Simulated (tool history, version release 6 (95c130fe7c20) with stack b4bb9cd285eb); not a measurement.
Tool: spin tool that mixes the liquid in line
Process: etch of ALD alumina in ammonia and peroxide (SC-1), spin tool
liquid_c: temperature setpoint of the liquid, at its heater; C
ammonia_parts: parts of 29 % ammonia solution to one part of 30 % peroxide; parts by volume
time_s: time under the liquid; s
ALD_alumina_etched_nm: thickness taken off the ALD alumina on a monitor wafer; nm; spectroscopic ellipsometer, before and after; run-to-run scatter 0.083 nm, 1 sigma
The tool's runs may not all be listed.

{"run": 1, "hour": 0.0, "liquid_c": 52.0, "ammonia_parts": 0.65, "time_s": 310, "ALD_alumina_etched_nm": 17.795}
{"run": 2, "hour": 8.1, "liquid_c": 52.0, "ammonia_parts": 0.65, "time_s": 330, "ALD_alumina_etched_nm": 19.091}
{"run": 3, "hour": 13.1, "liquid_c": 52.0, "ammonia_parts": 0.65, "time_s": 310, "ALD_alumina_etched_nm": 18.24}
{"run": 4, "hour": 15.9, "liquid_c": 48.0, "ammonia_parts": 0.65, "time_s": 310, "ALD_alumina_etched_nm": 14.294}
{"run": 5, "hour": 24.8, "liquid_c": 48.0, "ammonia_parts": 0.75, "time_s": 310, "ALD_alumina_etched_nm": 14.522}
{"run": 6, "hour": 30.6, "liquid_c": 48.0, "ammonia_parts": 0.95, "time_s": 310, "ALD_alumina_etched_nm": 14.878}
{"run": 7, "hour": 37.6, "liquid_c": 45.5, "ammonia_parts": 0.9, "time_s": 310, "ALD_alumina_etched_nm": 12.89}
{"run": 8, "hour": 38.9, "liquid_c": 43.5, "ammonia_parts": 0.9, "time_s": 310, "ALD_alumina_etched_nm": 11.546}
{"run": 9, "hour": 40.9, "liquid_c": 42.0, "ammonia_parts": 0.9, "time_s": 310, "ALD_alumina_etched_nm": 10.492}
{"run": 10, "hour": 49.0, "liquid_c": 41.0, "ammonia_parts": 0.9, "time_s": 310, "ALD_alumina_etched_nm": 9.8859}

Forecast run 11:
{"run": 11, "hour": 55.8, "liquid_c": 40.5, "ammonia_parts": 0.9, "time_s": 310, "ALD_alumina_etched_nm": "?"}

{"run 11": {"ALD_alumina_etched_nm": 9.7041}}
